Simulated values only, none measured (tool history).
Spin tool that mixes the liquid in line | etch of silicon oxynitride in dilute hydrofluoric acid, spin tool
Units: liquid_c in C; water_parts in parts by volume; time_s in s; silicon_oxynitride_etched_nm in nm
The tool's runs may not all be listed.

{"run": 1, "day": 0.0, "liquid_c": 26.0, "water_parts": 70, "time_s": 280, "silicon_oxynitride_etched_nm": 6.2704}
{"run": 2, "day": 0.162, "liquid_c": 28.5, "water_parts": 65, "time_s": 280, "silicon_oxynitride_etched_nm": 7.7069}
{"run": 3, "day": 0.454, "liquid_c": 30.0, "water_parts": 65, "time_s": 280, "silicon_oxynitride_etched_nm": 8.2061}
{"run": 4, "day": 0.579, "liquid_c": 31.0, "water_parts": 65, "time_s": 280, "silicon_oxynitride_etched_nm": 8.4645}
{"run": 5, "day": 0.604, "liquid_c": 31.0, "water_parts": 75, "time_s": 280, "silicon_oxynitride_etched_nm": 7.3351}
{"run": 6, "day": 0.721, "liquid_c": 33.5, "water_parts": 75, "time_s": 280, "silicon_oxynitride_etched_nm": 8.2295}
{"run": 7, "day": 0.942, "liquid_c": 33.5, "water_parts": 70, "time_s": 280, "silicon_oxynitride_etched_nm": 8.8476}
{"run": 8, "day": 0.983, "liquid_c": 33.5, "water_parts": 65, "time_s": 280, "silicon_oxynitride_etched_nm": 9.6771}

Run 9 comes next. What will it give?
{"run": 9, "day": 1.246, "liquid_c": 33.5, "water_parts": 65, "time_s": 280, "silicon_oxynitride_etched_nm": "?"}

Run 9 gave silicon_oxynitride_etched_nm 9.6630 nm.
